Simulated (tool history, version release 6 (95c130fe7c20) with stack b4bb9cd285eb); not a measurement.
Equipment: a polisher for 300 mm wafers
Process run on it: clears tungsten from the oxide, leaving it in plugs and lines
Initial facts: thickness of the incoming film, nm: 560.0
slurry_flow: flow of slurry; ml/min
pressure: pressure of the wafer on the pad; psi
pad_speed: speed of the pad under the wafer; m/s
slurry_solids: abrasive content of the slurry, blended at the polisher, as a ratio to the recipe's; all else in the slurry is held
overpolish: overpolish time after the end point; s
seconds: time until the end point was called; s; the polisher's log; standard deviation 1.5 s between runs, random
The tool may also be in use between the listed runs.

run  hour  slurry_flow  pressure  pad_speed  slurry_solids  overpolish  seconds
  1     0          305         4       1.22              1           4   86.253
  2   3.3          305       3.3       1.22              1           4   103.08
  3     7          305       2.9        1.2              1           4   117.87
  4  10.2          305       2.6        1.2              1           4   130.79
  5  14.5          305       2.6        1.2              1           3   130.37
  6  17.6          305       3.3        1.2              1           3   106.04

Expected results for the next run?
  7  18.2          305       2.9        1.2              1           3        ?

seconds: 117.88 s

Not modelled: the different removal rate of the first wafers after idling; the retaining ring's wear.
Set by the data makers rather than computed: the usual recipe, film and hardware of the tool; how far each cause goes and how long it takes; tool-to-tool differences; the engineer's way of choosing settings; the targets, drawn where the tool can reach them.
